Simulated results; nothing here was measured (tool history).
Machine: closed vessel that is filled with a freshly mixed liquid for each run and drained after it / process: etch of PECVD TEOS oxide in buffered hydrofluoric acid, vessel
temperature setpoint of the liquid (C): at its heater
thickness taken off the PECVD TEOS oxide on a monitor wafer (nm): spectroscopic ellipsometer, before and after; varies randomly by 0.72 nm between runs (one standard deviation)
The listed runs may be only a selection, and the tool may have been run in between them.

run,hour,temperature setpoint of the liquid (C),parts of 40 % ammonium fluoride to one part of 49 % hydrofluoric acid (parts by volume),time in the liquid (s),thickness taken off the PECVD TEOS oxide on a monitor wafer (nm)
1,0,23,8,30,73.604
2,1.3,24.5,8,30,80.165
3,3.3,21,8,30,65.771
4,12,21,8,30,66.714
5,14.3,21,7,30,76.947
6,21.9,21,5,30,102.75
7,24.1,22,5,30,108.34

What will run 8 give?
8,25.5,25.5,5,30,?

Logged for run 8: thickness taken off the PECVD TEOS oxide on a monitor wafer (nm) 132.1.
